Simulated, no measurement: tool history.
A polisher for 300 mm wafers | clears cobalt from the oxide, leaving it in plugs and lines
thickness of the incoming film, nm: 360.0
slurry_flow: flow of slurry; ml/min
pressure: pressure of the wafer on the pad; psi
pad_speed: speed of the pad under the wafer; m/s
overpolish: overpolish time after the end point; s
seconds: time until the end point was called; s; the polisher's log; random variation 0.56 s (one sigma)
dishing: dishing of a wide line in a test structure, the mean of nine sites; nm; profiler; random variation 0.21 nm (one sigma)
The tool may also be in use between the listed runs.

run 1 hour=0 | slurry_flow=170 pressure=2.4 pad_speed=1.06 overpolish=17 | seconds=56.831 dishing=20.543
run 2 hour=4.2 | slurry_flow=170 pressure=2.9 pad_speed=1.06 overpolish=17 | seconds=47.588 dishing=21.396
run 3 hour=5 | slurry_flow=170 pressure=2.7 pad_speed=1.06 overpolish=17 | seconds=50.545 dishing=20.424
run 4 hour=10.7 | slurry_flow=170 pressure=2.5 pad_speed=1.06 overpolish=17 | seconds=54.544 dishing=20.96
run 5 hour=18.5 | slurry_flow=165 pressure=2.4 pad_speed=1.08 overpolish=14 | seconds=55.801 dishing=20.429
run 6 hour=25.9 | slurry_flow=145 pressure=2.4 pad_speed=1.08 overpolish=14 | seconds=56.775 dishing=20.679
run 7 hour=26.7 | slurry_flow=170 pressure=2.2 pad_speed=1.1 overpolish=12 | seconds=59.422 dishing=20.527

The next listed run, before its measurement:
run 8 hour=33 | slurry_flow=165 pressure=2.1 pad_speed=1.12 overpolish=10 | seconds=? dishing=?

Run 8 gave seconds 61.438 s, dishing 19.809 nm.
